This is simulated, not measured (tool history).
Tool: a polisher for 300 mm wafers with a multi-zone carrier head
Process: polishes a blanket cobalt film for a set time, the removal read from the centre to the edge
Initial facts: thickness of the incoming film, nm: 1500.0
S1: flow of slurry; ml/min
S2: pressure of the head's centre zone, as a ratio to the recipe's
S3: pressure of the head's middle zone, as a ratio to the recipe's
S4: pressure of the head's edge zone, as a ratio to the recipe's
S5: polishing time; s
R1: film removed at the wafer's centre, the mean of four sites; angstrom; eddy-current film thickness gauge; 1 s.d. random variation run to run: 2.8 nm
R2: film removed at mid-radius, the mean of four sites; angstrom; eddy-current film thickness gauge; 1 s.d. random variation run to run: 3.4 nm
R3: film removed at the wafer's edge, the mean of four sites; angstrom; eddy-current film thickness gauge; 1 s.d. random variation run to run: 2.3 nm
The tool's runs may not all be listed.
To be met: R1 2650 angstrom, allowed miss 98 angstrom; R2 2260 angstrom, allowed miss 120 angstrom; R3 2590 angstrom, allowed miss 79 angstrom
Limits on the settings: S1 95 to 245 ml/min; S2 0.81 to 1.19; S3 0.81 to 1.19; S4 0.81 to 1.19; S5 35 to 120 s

run,day,S1,S2,S3,S4,S5,R1,R2,R3
1,0,155,1,1,1,77,3842.3,3716.2,3853
2,0.329,150,1,0.98,0.99,74,3672.2,3569.8,3617.7
3,0.596,150,1,0.92,0.99,74,3599.9,3340.8,3690.4
4,0.671,150,1,0.91,0.98,71,3471.7,3208.9,3433
5,0.988,150,0.92,0.91,0.98,71,3191.8,3148.2,3560.5
6,1.138,150,0.92,0.88,0.98,71,3270.5,3077.5,3549.3
7,1.417,145,0.93,0.87,0.98,69,3177.5,3027.4,3383.3
8,1.788,155,0.94,0.86,0.98,66,3102.6,2867.9,3298.9
9,2.083,155,0.95,0.85,0.98,64,3034.4,2753.7,3141.8
10,2.238,155,0.95,0.85,0.98,63,2953.9,2666.6,3151.6
11,2.467,155,0.96,0.85,0.97,62,2917.4,2593.8,3026.4

Of the 5 settings listed for the next run, only one would bring every result within its allowed miss of target. Which one?
A,2.696,110,0.87,1.05,0.99,63,?,?,?
B,2.696,185,0.81,0.81,1.09,64,?,?,?
C,2.696,130,0.94,0.89,1.01,53,?,?,?
D,2.696,180,0.95,0.86,0.98,51,?,?,?
E,2.696,175,1.02,0.86,0.97,51,?,?,?

move,R1,R2,R3
A,2460.3,2953,2979.8
B,2631.4,2691.1,3424.9
C,2330.9,2251.1,2607.6
D,2429.6,2241.2,2591.1
E,2587.3,2230,2570.7
A: no nearer and no further than the last run
B: the biggest miss grows against the last run
C: corrects the largest miss of the last run, while another result sits out of spec
D: corrects the largest miss of the last run, while another result sits out of spec
E: all results land within tolerance of their targets
E is the move that brings every result within its allowed miss.

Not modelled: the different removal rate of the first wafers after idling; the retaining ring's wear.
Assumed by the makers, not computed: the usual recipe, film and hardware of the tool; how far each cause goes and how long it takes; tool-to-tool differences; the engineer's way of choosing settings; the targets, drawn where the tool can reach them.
